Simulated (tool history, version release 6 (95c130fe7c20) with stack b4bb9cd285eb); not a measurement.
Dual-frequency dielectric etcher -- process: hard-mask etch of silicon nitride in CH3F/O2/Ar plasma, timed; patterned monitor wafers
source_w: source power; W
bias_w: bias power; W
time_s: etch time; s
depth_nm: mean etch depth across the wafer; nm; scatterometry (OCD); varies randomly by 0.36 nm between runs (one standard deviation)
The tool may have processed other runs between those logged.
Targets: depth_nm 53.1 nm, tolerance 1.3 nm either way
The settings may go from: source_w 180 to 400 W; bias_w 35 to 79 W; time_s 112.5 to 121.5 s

run	day	source_w	bias_w	time_s	depth_nm
1	0	290	57	121.5	69.917
2	0.233	290	49	121.5	65.527
3	0.583	270	46	121	60.632
4	0.938	270	46	121.5	62.208
5	1.225	270	52	121.5	64.588
6	1.325	250	50	121	61.002
7	1.621	240	49	121	59.62
8	1.954	190	42	118.5	47.071
9	2.112	200	42	118.5	49.193
10	2.383	210	42	118.5	49.634

Consider the 5 candidate settings below. Which is the only one whose results all fall within their allowed miss of target?
A	2.654	270	41	115.5	?
B	2.654	250	44	117.5	?
C	2.654	210	60	112.5	?
D	2.654	220	53	115	?
E	2.654	200	52	117.5	?

move	depth_nm
A	55.731
B	56.031
C	55.675
D	55.347
E	53.015
A: pushes the last run's worst result past its target
B: pushes the last run's worst result past its target
C: pushes the last run's worst result past its target
D: pushes the last run's worst result past its target
E: every result within its allowed miss
Correct choice: E, which meets every target
